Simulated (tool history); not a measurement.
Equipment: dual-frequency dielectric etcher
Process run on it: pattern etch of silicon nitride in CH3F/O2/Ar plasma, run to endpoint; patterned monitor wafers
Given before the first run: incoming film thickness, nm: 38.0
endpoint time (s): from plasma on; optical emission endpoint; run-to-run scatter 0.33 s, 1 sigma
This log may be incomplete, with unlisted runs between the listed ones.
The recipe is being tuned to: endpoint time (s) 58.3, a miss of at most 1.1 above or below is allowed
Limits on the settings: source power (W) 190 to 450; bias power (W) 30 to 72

run  hour  source power (W)  bias power (W)  endpoint time (s)
  1     0               320              51             69.874
  2     9               320              59              66.57
  3  15.8               320              55             67.199
  4  22.2               340              56             66.248
  5  28.6               360              57             64.331
  6  29.4               380              57             62.093
  7  37.9               390              57             61.927
  8  44.9               400              57              61.94
  9  51.7               410              58             60.756
 10  60.6               420              58             60.333

Which of these 4 next moves meets every target?
  A  69.5               370              61                  ?
  B  69.5               400              58                  ?
  C  69.5               410              64                  ?
  D  69.5               410              60                  ?

move  endpoint time (s)
   A             62.319
   B             61.544
   C             58.885
   D             60.239
A: misses by more than the last run did
B: misses by more than the last run did
C: every result lands within tolerance
D: neither nearer nor further off than the last run
Move C is the one to make.

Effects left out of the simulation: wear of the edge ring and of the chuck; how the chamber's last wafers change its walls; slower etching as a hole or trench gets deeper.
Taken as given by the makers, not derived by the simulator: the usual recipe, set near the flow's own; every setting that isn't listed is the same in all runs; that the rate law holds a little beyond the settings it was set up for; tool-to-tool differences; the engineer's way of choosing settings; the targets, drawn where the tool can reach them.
